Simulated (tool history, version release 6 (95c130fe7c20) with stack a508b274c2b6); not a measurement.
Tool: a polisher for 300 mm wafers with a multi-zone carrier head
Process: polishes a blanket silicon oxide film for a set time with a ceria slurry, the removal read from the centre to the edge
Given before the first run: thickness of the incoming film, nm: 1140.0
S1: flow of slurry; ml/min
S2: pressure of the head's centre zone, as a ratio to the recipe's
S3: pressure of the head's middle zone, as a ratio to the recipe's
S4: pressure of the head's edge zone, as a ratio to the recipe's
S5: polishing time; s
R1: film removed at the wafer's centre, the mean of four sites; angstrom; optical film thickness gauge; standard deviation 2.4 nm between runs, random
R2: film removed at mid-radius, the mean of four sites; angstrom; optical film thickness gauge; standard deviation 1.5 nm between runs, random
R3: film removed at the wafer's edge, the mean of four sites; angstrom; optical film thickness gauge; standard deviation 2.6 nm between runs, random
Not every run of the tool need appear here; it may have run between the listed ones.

| run | hour | S1 | S2 | S3 | S4 | S5 | R1 | R2 | R3 |
|---|---|---|---|---|---|---|---|---|---|
| 1 | 0.0 | 250 | 1.00 | 1.00 | 1.00 | 52 | 2827.0 | 2917.5 | 2826.8 |
| 2 | 8.2 | 250 | 0.93 | 1.00 | 1.00 | 52 | 2674.0 | 2916.2 | 2819.8 |
| 3 | 16.6 | 250 | 0.86 | 1.00 | 1.00 | 52 | 2612.6 | 2896.5 | 2861.1 |
| 4 | 22.4 | 315 | 0.86 | 1.00 | 1.00 | 52 | 2658.5 | 3000.3 | 2925.6 |
| 5 | 27.5 | 315 | 0.86 | 1.00 | 1.00 | 60 | 3066.6 | 3483.0 | 3389.1 |
| 6 | 34.7 | 315 | 0.86 | 0.96 | 1.00 | 60 | 3126.5 | 3324.8 | 3417.3 |
| 7 | 40.6 | 275 | 0.96 | 0.86 | 0.90 | 46 | 2468.1 | 2298.7 | 2396.3 |
| 8 | 41.8 | 235 | 1.06 | 0.81 | 0.86 | 36 | 2069.9 | 1683.7 | 1847.6 |
| 9 | 50.6 | 260 | 1.06 | 0.82 | 0.87 | 36 | 2095.0 | 1729.2 | 1863.7 |

For run 10, what comes out?
| 10 | 54.8 | 275 | 1.07 | 0.83 | 0.88 | 36 | ? | ? | ? |

R1: 2110.9 angstrom
R2: 1760.2 angstrom
R3: 1896.9 angstrom

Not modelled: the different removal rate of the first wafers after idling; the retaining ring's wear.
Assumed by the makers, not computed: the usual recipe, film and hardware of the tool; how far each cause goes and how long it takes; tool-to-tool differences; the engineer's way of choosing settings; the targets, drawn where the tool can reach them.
